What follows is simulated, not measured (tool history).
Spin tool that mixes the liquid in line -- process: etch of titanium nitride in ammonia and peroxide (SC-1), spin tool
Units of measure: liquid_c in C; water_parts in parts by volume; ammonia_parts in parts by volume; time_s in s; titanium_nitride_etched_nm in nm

{"run": 1, "hour": 0.0, "liquid_c": 60.0, "water_parts": 18.0, "ammonia_parts": 0.95, "time_s": 25, "titanium_nitride_etched_nm": 2.8752}
{"run": 2, "hour": 8.0, "liquid_c": 58.0, "water_parts": 18.0, "ammonia_parts": 0.95, "time_s": 25, "titanium_nitride_etched_nm": 2.5673}
{"run": 3, "hour": 13.7, "liquid_c": 56.5, "water_parts": 18.0, "ammonia_parts": 0.95, "time_s": 25, "titanium_nitride_etched_nm": 2.3176}
{"run": 4, "hour": 14.4, "liquid_c": 55.0, "water_parts": 18.0, "ammonia_parts": 0.95, "time_s": 25, "titanium_nitride_etched_nm": 2.0927}
{"run": 5, "hour": 19.0, "liquid_c": 54.0, "water_parts": 18.0, "ammonia_parts": 0.95, "time_s": 25, "titanium_nitride_etched_nm": 1.9383}
{"run": 6, "hour": 22.8, "liquid_c": 53.5, "water_parts": 18.0, "ammonia_parts": 0.95, "time_s": 25, "titanium_nitride_etched_nm": 1.8641}

Run 7 is up next; what results do you expect?
{"run": 7, "hour": 30.4, "liquid_c": 53.0, "water_parts": 18.0, "ammonia_parts": 0.95, "time_s": 25, "titanium_nitride_etched_nm": "?"}

{"run 7": {"titanium_nitride_etched_nm": 1.8113}}
